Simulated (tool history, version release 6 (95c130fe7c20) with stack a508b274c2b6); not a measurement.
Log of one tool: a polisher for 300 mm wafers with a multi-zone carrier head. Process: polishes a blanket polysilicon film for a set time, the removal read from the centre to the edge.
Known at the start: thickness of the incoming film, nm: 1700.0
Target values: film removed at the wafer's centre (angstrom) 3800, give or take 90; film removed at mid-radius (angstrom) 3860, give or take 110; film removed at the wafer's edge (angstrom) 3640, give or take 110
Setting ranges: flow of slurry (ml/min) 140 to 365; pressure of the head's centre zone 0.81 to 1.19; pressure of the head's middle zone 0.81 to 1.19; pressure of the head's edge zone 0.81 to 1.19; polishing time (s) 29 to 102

run	hour	flow of slurry (ml/min)	pressure of the head's centre zone	pressure of the head's middle zone	pressure of the head's edge zone	polishing time (s)	film removed at the wafer's centre (angstrom)	film removed at mid-radius (angstrom)	film removed at the wafer's edge (angstrom)
1	0	235	1	1	1	65	5040	5042.2	5126.2
2	0.8	235	0.99	1	0.97	61	4645.8	4671.1	4754
3	4.3	235	0.99	1.01	0.94	58	4391.3	4432.3	4379.5
4	11.3	235	0.99	1.07	0.94	58	4440.2	4550.1	4449
5	19.9	230	0.99	1.06	0.91	57	4371.2	4446.9	4289.2
6	24.8	230	0.99	1.06	0.83	57	4308.5	4469.1	4137.7
7	26	225	0.99	1.05	0.83	56	4213.1	4342.8	3970.6
8	26.6	160	0.94	0.96	0.81	55	3717.4	3872.4	3786.5

Of the 4 settings listed for the next run, only one would bring every result within its allowed miss of target. Which one?
A	27.2	155	0.92	1.09	0.81	54	?	?	?
B	27.2	175	0.91	0.93	0.86	55	?	?	?
C	27.2	160	0.9	0.92	0.84	56	?	?	?
D	27.2	160	0.99	1	0.81	53	?	?	?

move	film removed at the wafer's centre (angstrom)	film removed at mid-radius (angstrom)	film removed at the wafer's edge (angstrom)
A	3530.6	3988.2	3699.4
B	3648	3864.2	3939.3
C	3604.5	3850.8	3921
D	3756.6	3781.7	3650
A: puts the biggest miss on target and leaves a different result outside tolerance
B: lands further from the targets than the last run did
C: lands further from the targets than the last run did
D: hits every target within its allowed miss
The right move is D.
